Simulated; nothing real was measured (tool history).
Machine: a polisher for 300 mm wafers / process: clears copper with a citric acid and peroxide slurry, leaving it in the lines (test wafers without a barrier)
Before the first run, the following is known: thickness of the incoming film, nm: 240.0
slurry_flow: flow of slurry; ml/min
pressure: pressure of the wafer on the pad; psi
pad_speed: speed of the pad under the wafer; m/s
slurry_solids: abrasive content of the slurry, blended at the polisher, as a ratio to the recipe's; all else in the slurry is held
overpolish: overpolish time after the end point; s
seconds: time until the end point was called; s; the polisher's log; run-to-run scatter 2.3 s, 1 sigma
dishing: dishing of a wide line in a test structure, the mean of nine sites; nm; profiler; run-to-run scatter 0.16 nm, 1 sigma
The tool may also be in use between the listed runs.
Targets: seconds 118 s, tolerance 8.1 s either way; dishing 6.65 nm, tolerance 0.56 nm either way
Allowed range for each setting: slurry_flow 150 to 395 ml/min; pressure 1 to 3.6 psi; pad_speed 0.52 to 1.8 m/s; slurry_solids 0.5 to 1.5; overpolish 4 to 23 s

run 1 hour=0 | slurry_flow=250 pressure=2.3 pad_speed=1.16 slurry_solids=1 overpolish=12 | seconds=108.96 dishing=19.958
run 2 hour=8.9 | slurry_flow=250 pressure=2.3 pad_speed=1.16 slurry_solids=1 overpolish=9 | seconds=111.07 dishing=15.811
run 3 hour=13.5 | slurry_flow=250 pressure=2.6 pad_speed=1.16 slurry_solids=1 overpolish=9 | seconds=96.836 dishing=17.989
run 4 hour=19.6 | slurry_flow=250 pressure=2.6 pad_speed=1.16 slurry_solids=1 overpolish=14 | seconds=97.728 dishing=26.824
run 5 hour=28.5 | slurry_flow=275 pressure=2.6 pad_speed=1.16 slurry_solids=1 overpolish=14 | seconds=97.516 dishing=25.332
run 6 hour=35.9 | slurry_flow=310 pressure=2.3 pad_speed=1.2 slurry_solids=1 overpolish=11 | seconds=101.33 dishing=19.793
run 7 hour=41.1 | slurry_flow=335 pressure=2.1 pad_speed=1.16 slurry_solids=1.05 overpolish=9 | seconds=111 dishing=15.29
run 8 hour=48.4 | slurry_flow=355 pressure=1.9 pad_speed=1.16 slurry_solids=1.2 overpolish=8 | seconds=120.83 dishing=13.011
run 9 hour=52 | slurry_flow=365 pressure=1.8 pad_speed=1.18 slurry_solids=1.2 overpolish=7 | seconds=124.3 dishing=11.179
run 10 hour=52.8 | slurry_flow=375 pressure=1.6 pad_speed=1.28 slurry_solids=1.3 overpolish=6 | seconds=120.97 dishing=9.5658
run 11 hour=56.2 | slurry_flow=395 pressure=1 pad_speed=1.58 slurry_solids=1.5 overpolish=4 | seconds=131.79 dishing=5.9753

Which single option among these 4 for the next run brings every result within its allowed miss of target? Just one does.
run A hour=59.6 | slurry_flow=380 pressure=1 pad_speed=1.44 slurry_solids=1.3 overpolish=4 | seconds=? dishing=?
run B hour=59.6 | slurry_flow=395 pressure=1 pad_speed=1.8 slurry_solids=1.5 overpolish=5 | seconds=? dishing=?
run C hour=59.6 | slurry_flow=395 pressure=1.4 pad_speed=1.7 slurry_solids=1.5 overpolish=4 | seconds=? dishing=?
run D hour=59.6 | slurry_flow=395 pressure=1.3 pad_speed=1.54 slurry_solids=1.2 overpolish=4 | seconds=? dishing=?

move=A seconds=148.87 dishing=5.219
move=B seconds=117.08 dishing=8.2015
move=C seconds=97.754 dishing=7.8947
move=D seconds=118.22 dishing=6.5535
A: moves away from the targets compared with the last run
B: brings the result that was furthest off to its target, and leaves another outside
C: moves the result that the last run missed by most past its target, out the other side
D: in spec on every target
Answer: D
